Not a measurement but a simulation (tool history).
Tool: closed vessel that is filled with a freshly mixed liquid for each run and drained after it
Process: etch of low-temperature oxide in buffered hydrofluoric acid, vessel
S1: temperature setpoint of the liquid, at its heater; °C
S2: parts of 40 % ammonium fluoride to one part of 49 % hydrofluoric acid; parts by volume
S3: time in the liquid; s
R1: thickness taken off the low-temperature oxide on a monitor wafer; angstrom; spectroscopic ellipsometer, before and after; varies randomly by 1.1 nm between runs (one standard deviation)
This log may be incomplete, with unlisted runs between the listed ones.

run 1 hour=0.0 | S1=22.0 S2=21.5 S3=85 | R1=1151.80
run 2 hour=6.4 | S1=20.5 S2=21.5 S3=85 | R1=1073.70
run 3 hour=8.2 | S1=18.5 S2=21.5 S3=85 | R1=941.87
run 4 hour=9.6 | S1=19.5 S2=21.5 S3=85 | R1=1010.50
run 5 hour=15.2 | S1=20.5 S2=21.5 S3=85 | R1=1062.70
run 6 hour=20.1 | S1=21.5 S2=21.5 S3=85 | R1=1106.70
run 7 hour=22.0 | S1=22.5 S2=21.5 S3=85 | R1=1191.90

Run 8 is up next; what results do you expect?
run 8 hour=30.9 | S1=23.0 S2=21.5 S3=85 | R1=?

For run 8 the tool returned R1 1217.20 angstrom.
